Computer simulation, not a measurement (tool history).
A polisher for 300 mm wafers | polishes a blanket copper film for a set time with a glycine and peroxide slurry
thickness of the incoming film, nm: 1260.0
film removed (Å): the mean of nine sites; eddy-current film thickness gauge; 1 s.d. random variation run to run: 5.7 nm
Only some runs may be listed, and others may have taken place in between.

| run | hour | flow of slurry (ml/min) | pressure of the wafer on the pad (kPa) | speed of the pad under the wafer (cm/s) | polishing time (s) | film removed (Å) |
|---|---|---|---|---|---|---|
| 1 | 0 | 230 | 19.3 | 98 | 49 | 3182.9 |
| 2 | 5.5 | 230 | 21.4 | 98 | 49 | 3381.7 |
| 3 | 14.5 | 230 | 23.4 | 100 | 49 | 3585.1 |
| 4 | 21.7 | 230 | 24.8 | 104 | 49 | 3900.7 |
| 5 | 23.8 | 230 | 24.8 | 128 | 49 | 4451.1 |
| 6 | 28.5 | 230 | 24.8 | 120 | 49 | 4250.3 |

Run 7 has not been measured yet. What should we expect?
| 7 | 36.5 | 230 | 25.5 | 120 | 49 | ? |

film removed (Å): 4314.9
